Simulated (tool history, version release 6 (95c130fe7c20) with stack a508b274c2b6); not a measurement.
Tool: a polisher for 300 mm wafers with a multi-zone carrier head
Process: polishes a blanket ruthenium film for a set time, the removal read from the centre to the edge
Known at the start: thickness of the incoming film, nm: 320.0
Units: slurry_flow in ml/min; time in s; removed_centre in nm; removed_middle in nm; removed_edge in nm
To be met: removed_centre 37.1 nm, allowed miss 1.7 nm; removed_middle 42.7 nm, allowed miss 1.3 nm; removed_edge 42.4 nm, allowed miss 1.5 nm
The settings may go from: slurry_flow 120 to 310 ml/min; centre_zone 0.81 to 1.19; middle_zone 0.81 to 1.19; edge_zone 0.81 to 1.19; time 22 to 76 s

run	hour	slurry_flow	centre_zone	middle_zone	edge_zone	time	removed_centre	removed_middle	removed_edge
1	0	200	1	1	1	49	73.713	73.142	73.272
2	2	200	1	1	1	55	83.957	83.917	82.422
3	7.9	250	1	1	1	55	86.072	83.866	84.841
4	10.5	250	1	1	1	62	99.373	95.191	93.837
5	16	235	0.98	0.99	0.97	55	83.619	84.124	83.398
6	17.8	235	0.95	0.99	0.97	55	81.658	84.271	83.176
7	21.4	215	0.94	0.98	0.95	49	71.265	73.172	72.778
8	25.2	210	0.92	0.98	0.94	44	62.788	65.281	64.946
9	30.6	205	0.9	0.98	0.93	40	56.103	60.095	57.744
10	33.2	200	0.88	0.97	0.94	37	49.754	55.449	54.405
11	42.2	195	0.87	0.96	0.93	35	46.253	50.593	50.634
12	49	195	0.87	0.96	0.93	35	45.991	51.188	51.956
13	56.5	190	0.86	0.96	0.91	34	44.203	48.85	49.013
14	64.5	180	0.85	0.96	0.9	34	44.139	49.253	48.16
15	65.2	175	0.84	0.96	0.9	33	41.235	47.972	46.566

4 next moves are on the table. One of them brings every result within its allowed miss. Which?
A	65.9	165	0.81	1.05	0.89	30	?	?	?
B	65.9	205	0.9	0.81	0.94	35	?	?	?
C	65.9	150	0.91	1.05	0.81	30	?	?	?
D	65.9	205	0.83	0.96	0.91	29	?	?	?

move	removed_centre	removed_middle	removed_edge
A	35.806	45.803	42.001
B	47.852	44.245	51.317
C	39.663	45.169	40.072
D	36.577	42.206	41.87
A: nearer than the last run, and not there yet
B: further off than the last run
C: nearer than the last run, and not there yet
D: meets every target
The right move is D.
